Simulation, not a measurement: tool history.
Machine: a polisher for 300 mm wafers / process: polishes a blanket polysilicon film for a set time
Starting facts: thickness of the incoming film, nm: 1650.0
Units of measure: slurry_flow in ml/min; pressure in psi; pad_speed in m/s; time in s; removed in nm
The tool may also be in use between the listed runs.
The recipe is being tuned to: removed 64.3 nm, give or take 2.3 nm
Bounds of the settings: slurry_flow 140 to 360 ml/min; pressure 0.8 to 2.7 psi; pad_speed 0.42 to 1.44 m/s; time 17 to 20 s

run  hour  slurry_flow  pressure  pad_speed  time  removed
  1     0          230       1.7       0.92    20   83.381
  2   5.6          230       1.7        1.1    20   99.084
  3     7          230       1.6        1.1    20   92.454
  4  11.2          285       1.6        1.1    20   95.336
  5  13.1          285       1.8        1.1    20   106.79
  6  19.5          285       1.7        1.1    20   101.95
  7  24.9          285       1.6        1.1    20   93.649
  8  27.6          285       1.5        1.1    20   89.158
  9  30.6          285       1.4        1.1    20   83.194
 10  34.9          285       1.3        1.1    20   77.792

Which single option among these 4 for the next run brings every result within its allowed miss of target? Just one does.
  A  39.2          330       0.9       1.44    20        ?
  B  39.2          355       1.2       1.18    18        ?
  C  39.2          360         1       1.04    20        ?
  D  39.2          295       0.9        1.4    19        ?

move  removed
   A   71.632
   B   70.727
   C   58.794
   D   65.638
A: nearer than the last run, and not there yet
B: nearer than the last run, and not there yet
C: moves the result that the last run missed by most past its target, out the other side
D: in spec on every target
Go with D: it meets all targets.

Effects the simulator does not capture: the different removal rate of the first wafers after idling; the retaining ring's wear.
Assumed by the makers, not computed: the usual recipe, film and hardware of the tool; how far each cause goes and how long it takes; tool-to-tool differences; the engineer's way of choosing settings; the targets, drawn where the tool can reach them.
